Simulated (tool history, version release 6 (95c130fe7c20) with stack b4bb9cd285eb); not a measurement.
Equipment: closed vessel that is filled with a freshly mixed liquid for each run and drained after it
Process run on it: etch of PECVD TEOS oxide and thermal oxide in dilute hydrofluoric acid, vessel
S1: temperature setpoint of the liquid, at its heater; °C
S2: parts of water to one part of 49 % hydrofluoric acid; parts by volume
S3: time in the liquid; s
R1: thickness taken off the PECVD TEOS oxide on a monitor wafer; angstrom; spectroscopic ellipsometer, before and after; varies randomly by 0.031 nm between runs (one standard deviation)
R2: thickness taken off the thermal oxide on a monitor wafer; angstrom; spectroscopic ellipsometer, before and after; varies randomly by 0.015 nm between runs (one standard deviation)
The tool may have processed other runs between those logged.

run,day,S1,S2,S3,R1,R2
1,0.000,23.0,120,60,77.156,22.401
2,0.121,23.0,140,60,64.689,18.743
3,0.262,22.0,140,60,62.228,18.336
4,0.588,21.5,145,60,58.653,16.922
5,0.954,20.5,145,60,55.514,16.396
6,1.325,20.0,145,60,55.993,16.281
7,1.388,19.5,145,60,54.811,15.885
8,1.508,19.0,145,60,53.576,15.162
9,1.571,19.0,150,60,50.722,14.819
10,1.938,19.0,150,60,50.614,14.980

Expected results for the next run?
11,2.296,18.5,150,60,?,?

Run 11 came out at R1 50.556 angstrom, R2 14.640 angstrom.
